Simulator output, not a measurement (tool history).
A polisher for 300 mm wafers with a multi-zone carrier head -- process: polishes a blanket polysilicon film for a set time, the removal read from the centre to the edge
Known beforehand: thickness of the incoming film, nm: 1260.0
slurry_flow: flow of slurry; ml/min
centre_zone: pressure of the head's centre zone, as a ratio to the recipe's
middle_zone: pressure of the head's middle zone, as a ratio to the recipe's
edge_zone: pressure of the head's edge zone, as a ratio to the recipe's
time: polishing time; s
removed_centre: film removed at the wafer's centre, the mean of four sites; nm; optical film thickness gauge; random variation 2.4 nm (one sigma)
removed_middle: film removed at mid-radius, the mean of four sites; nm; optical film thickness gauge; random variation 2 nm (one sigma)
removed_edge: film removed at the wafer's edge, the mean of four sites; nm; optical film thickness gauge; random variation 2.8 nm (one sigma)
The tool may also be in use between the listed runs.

| run | day | slurry_flow | centre_zone | middle_zone | edge_zone | time | removed_centre | removed_middle | removed_edge |
|---|---|---|---|---|---|---|---|---|---|
| 1 | 0.000 | 160 | 1.00 | 1.00 | 1.00 | 47 | 325.20 | 330.07 | 307.80 |
| 2 | 0.100 | 160 | 1.00 | 1.00 | 0.94 | 47 | 326.28 | 327.35 | 303.34 |
| 3 | 0.388 | 125 | 1.00 | 1.00 | 0.94 | 47 | 301.01 | 310.52 | 291.18 |
| 4 | 0.446 | 125 | 1.06 | 1.00 | 0.94 | 47 | 315.84 | 312.38 | 300.50 |
| 5 | 0.542 | 125 | 1.10 | 1.00 | 0.94 | 47 | 329.83 | 311.72 | 292.76 |
| 6 | 0.638 | 125 | 1.02 | 1.00 | 0.94 | 47 | 309.31 | 312.01 | 297.53 |

The next listed run, before its measurement:
| 7 | 0.708 | 105 | 0.92 | 0.90 | 0.88 | 40 | ? | ? | ? |

{"run 7": {"removed_centre": 226.36, "removed_middle": 230.7, "removed_edge": 232.47}}
